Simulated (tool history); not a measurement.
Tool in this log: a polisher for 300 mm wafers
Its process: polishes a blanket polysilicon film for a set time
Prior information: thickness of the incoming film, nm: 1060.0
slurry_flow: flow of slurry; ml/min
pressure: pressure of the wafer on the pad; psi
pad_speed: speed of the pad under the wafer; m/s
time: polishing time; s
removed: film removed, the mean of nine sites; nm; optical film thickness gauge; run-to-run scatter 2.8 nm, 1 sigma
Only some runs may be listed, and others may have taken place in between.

| run | day | slurry_flow | pressure | pad_speed | time | removed |
|---|---|---|---|---|---|---|
| 1 | 0 | 150 | 3.1 | 1.2 | 47 | 442.69 |
| 2 | 0.171 | 150 | 2.9 | 1.2 | 47 | 422.62 |
| 3 | 0.325 | 150 | 2.8 | 1.2 | 47 | 400.85 |
| 4 | 0.588 | 150 | 2.7 | 1.2 | 47 | 384.76 |
| 5 | 0.775 | 150 | 2.7 | 1.2 | 50 | 409.45 |
| 6 | 0.842 | 150 | 2.6 | 1.2 | 50 | 399.96 |
| 7 | 1.042 | 150 | 2.5 | 1.2 | 50 | 387.31 |
| 8 | 1.158 | 150 | 2.4 | 1.2 | 50 | 366.47 |
| 9 | 1.183 | 150 | 2.3 | 1.2 | 50 | 358.53 |
| 10 | 1.438 | 130 | 1.8 | 1.2 | 50 | 273.81 |
| 11 | 1.554 | 135 | 1.8 | 1.2 | 50 | 279.61 |

Run 12 is up next; what results do you expect?
| 12 | 1.804 | 140 | 1.8 | 1.2 | 50 | ? |

{"run 12": {"removed": 278.48}}
